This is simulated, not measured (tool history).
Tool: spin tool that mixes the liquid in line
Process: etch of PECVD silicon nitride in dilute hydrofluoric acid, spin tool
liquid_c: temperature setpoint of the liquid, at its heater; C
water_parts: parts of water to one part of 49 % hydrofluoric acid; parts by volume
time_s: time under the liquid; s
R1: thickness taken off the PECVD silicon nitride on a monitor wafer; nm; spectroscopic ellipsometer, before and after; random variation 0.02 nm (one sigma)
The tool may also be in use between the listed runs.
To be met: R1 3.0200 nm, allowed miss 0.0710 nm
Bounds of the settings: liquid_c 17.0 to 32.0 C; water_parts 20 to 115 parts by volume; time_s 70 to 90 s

{"run": 1, "hour": 0.0, "liquid_c": 24.0, "water_parts": 65, "time_s": 90, "R1": 7.8852}
{"run": 2, "hour": 0.6, "liquid_c": 24.0, "water_parts": 45, "time_s": 90, "R1": 11.293}
{"run": 3, "hour": 2.4, "liquid_c": 22.5, "water_parts": 55, "time_s": 90, "R1": 8.4798}
{"run": 4, "hour": 10.6, "liquid_c": 21.0, "water_parts": 65, "time_s": 90, "R1": 6.4863}
{"run": 5, "hour": 16.9, "liquid_c": 24.0, "water_parts": 65, "time_s": 90, "R1": 7.9685}
{"run": 6, "hour": 21.0, "liquid_c": 24.0, "water_parts": 55, "time_s": 90, "R1": 9.3061}
{"run": 7, "hour": 24.8, "liquid_c": 22.5, "water_parts": 65, "time_s": 90, "R1": 7.2026}
{"run": 8, "hour": 31.8, "liquid_c": 21.0, "water_parts": 70, "time_s": 90, "R1": 5.976}
{"run": 9, "hour": 36.3, "liquid_c": 20.0, "water_parts": 75, "time_s": 90, "R1": 5.1464}
{"run": 10, "hour": 43.4, "liquid_c": 19.5, "water_parts": 80, "time_s": 90, "R1": 4.7361}
{"run": 11, "hour": 45.2, "liquid_c": 19.0, "water_parts": 85, "time_s": 90, "R1": 4.3059}
{"run": 12, "hour": 48.6, "liquid_c": 19.0, "water_parts": 85, "time_s": 90, "R1": 4.362}

Which of these 5 next moves meets every target?
{"run": "A", "hour": 52.0, "liquid_c": 18.5, "water_parts": 85, "time_s": 75, "R1": "?"}
{"run": "B", "hour": 52.0, "liquid_c": 24.0, "water_parts": 90, "time_s": 90, "R1": "?"}
{"run": "C", "hour": 52.0, "liquid_c": 17.5, "water_parts": 85, "time_s": 70, "R1": "?"}
{"run": "D", "hour": 52.0, "liquid_c": 20.5, "water_parts": 80, "time_s": 90, "R1": "?"}
{"run": "E", "hour": 52.0, "liquid_c": 22.0, "water_parts": 80, "time_s": 75, "R1": "?"}

move=A R1=3.4846
move=B R1=5.7390
move=C R1=3.0337
move=D R1=5.0908
move=E R1=4.6975
A: nearer than the last run, and not there yet
B: further off than the last run
C: meets every target
D: further off than the last run
E: further off than the last run
Move C is the one to make.
